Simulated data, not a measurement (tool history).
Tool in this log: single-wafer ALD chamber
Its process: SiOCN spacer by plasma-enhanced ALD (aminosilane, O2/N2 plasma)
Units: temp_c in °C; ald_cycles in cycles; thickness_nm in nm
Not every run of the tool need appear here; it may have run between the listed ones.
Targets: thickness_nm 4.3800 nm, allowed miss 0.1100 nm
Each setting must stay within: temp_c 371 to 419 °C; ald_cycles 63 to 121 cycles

run	hour	temp_c	ald_cycles	thickness_nm
1	0.0	395	92	5.6176
2	4.3	395	101	6.1797
3	6.9	395	91	5.5422
4	9.0	405	91	5.4344
5	13.4	406	85	5.0302
6	17.1	406	92	5.4559
7	24.7	407	86	5.0840
8	26.8	408	82	4.8116
9	30.9	409	80	4.6993
10	33.7	409	72	4.2260

Next run, 4 choices. One meets every target within its allowed miss, the rest don't. Which?
A	36.5	415	76	?
B	36.5	414	79	?
C	36.5	419	72	?
D	36.5	415	80	?

move	thickness_nm
A	4.3708
B	4.5598
C	4.0810
D	4.6009
A: each result inside its tolerance
B: moves the result that the last run missed by most past its target, out the other side
C: its largest miss is bigger than the last run's
D: moves the result that the last run missed by most past its target, out the other side
A meets every target.
